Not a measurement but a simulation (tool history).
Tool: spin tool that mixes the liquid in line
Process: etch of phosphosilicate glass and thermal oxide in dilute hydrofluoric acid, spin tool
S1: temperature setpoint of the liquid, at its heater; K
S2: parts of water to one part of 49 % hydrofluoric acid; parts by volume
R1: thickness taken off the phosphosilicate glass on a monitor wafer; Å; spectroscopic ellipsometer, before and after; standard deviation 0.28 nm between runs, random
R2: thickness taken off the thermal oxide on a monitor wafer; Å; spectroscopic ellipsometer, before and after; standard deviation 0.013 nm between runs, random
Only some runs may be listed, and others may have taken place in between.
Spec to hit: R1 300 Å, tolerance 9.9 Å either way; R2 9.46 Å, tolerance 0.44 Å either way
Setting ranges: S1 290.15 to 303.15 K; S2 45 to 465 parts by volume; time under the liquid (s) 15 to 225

Run 1, hour 0: S1 295.15 K, S2 255 parts by volume, time under the liquid (s) 115. Result: R1 642.42 Å, R2 20.013 Å.
Run 2, hour 7.8: S1 295.15 K, S2 220 parts by volume, time under the liquid (s) 115. Result: R1 776.33 Å, R2 24.655 Å.
Run 3, hour 14.7: S1 295.15 K, S2 260 parts by volume, time under the liquid (s) 115. Result: R1 638.98 Å, R2 20.351 Å.
Run 4, hour 15.3: S1 292.15 K, S2 260 parts by volume, time under the liquid (s) 115. Result: R1 566.4 Å, R2 17.36 Å.
Run 5, hour 22.5: S1 292.15 K, S2 165 parts by volume, time under the liquid (s) 115. Result: R1 964.11 Å, R2 30.719 Å.
Run 6, hour 26.3: S1 292.15 K, S2 115 parts by volume, time under the liquid (s) 115. Result: R1 1461.6 Å, R2 46.628 Å.
Run 7, hour 33.9: S1 292.15 K, S2 150 parts by volume, time under the liquid (s) 115. Result: R1 1082.9 Å, R2 33.444 Å.
Run 8, hour 35.2: S1 292.15 K, S2 185 parts by volume, time under the liquid (s) 115. Result: R1 843.55 Å, R2 26.593 Å.
Run 9, hour 40: S1 291.65 K, S2 210 parts by volume, time under the liquid (s) 115. Result: R1 718.57 Å, R2 22.3 Å.
Run 10, hour 41.8: S1 291.15 K, S2 315 parts by volume, time under the liquid (s) 110. Result: R1 408.33 Å, R2 12.972 Å.
At hour 48.8: hydrofluoric acid flow meter replaced.
Run 11, hour 48.8: S1 291.15 K, S2 325 parts by volume, time under the liquid (s) 110. Result: R1 359.1 Å, R2 11.24 Å.
Run 12, hour 56.2: S1 291.15 K, S2 330 parts by volume, time under the liquid (s) 110. Result: R1 342.9 Å, R2 10.903 Å.
Run 13, hour 58: S1 291.15 K, S2 335 parts by volume, time under the liquid (s) 110. Result: R1 340.99 Å, R2 10.951 Å.

Which of these 4 next moves meets every target?
Run A, hour 59.8: S1 290.15 K, S2 220 parts by volume, time under the liquid (s) 75. Result: R1 ?, R2 ?.
Run B, hour 59.8: S1 290.15 K, S2 285 parts by volume, time under the liquid (s) 105. Result: R1 ?, R2 ?.
Run C, hour 59.8: S1 292.15 K, S2 340 parts by volume, time under the liquid (s) 95. Result: R1 ?, R2 ?.
Run D, hour 59.8: S1 292.65 K, S2 345 parts by volume, time under the liquid (s) 130. Result: R1 ?, R2 ?.

move      R1      R2
   A  379.51  12.155
   B  387.58  12.414
   C  302.24  9.6806
   D  413.26  13.236
A: its largest miss is bigger than the last run's
B: its largest miss is bigger than the last run's
C: hits every target within its allowed miss
D: its largest miss is bigger than the last run's
Go with C: it meets all targets.
